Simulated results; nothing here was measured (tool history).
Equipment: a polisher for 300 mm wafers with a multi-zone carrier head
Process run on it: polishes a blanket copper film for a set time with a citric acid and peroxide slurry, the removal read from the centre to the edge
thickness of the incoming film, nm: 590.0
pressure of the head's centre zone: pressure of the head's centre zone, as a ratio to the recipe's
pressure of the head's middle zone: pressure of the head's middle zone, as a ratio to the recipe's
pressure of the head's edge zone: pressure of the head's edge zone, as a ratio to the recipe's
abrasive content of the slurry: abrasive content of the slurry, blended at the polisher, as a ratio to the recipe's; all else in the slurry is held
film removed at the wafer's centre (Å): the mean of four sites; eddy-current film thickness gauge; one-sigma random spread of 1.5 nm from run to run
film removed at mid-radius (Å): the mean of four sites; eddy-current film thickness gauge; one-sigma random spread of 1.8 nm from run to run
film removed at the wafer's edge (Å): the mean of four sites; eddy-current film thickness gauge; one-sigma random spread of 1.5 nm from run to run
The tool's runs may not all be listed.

run	hour	flow of slurry (ml/min)	pressure of the head's centre zone	pressure of the head's middle zone	pressure of the head's edge zone	abrasive content of the slurry	polishing time (s)	film removed at the wafer's centre (Å)	film removed at mid-radius (Å)	film removed at the wafer's edge (Å)
1	0.0	155	1.00	1.00	1.00	1.00	65	1463.4	1419.5	1381.6
2	3.3	155	1.00	1.00	0.92	1.00	65	1468.6	1426.0	1321.4
3	11.3	155	1.00	1.00	0.92	1.00	57	1271.8	1252.7	1162.3
4	18.6	155	1.00	1.00	0.92	0.80	57	1241.4	1234.6	1139.0
5	21.4	160	1.00	0.99	0.98	0.95	62	1386.9	1343.9	1300.4
6	22.0	160	1.00	0.99	0.98	0.90	62	1394.6	1340.1	1283.8
7	23.3	155	1.00	0.98	1.03	1.05	66	1475.1	1418.1	1443.8
8	31.4	155	1.00	0.98	1.03	1.05	66	1472.6	1447.0	1436.2

What will run 9 give?
9	34.9	170	1.02	0.96	1.07	1.15	68	?	?	?

film removed at the wafer's centre (Å): 1607.0
film removed at mid-radius (Å): 1476.4
film removed at the wafer's edge (Å): 1528.7
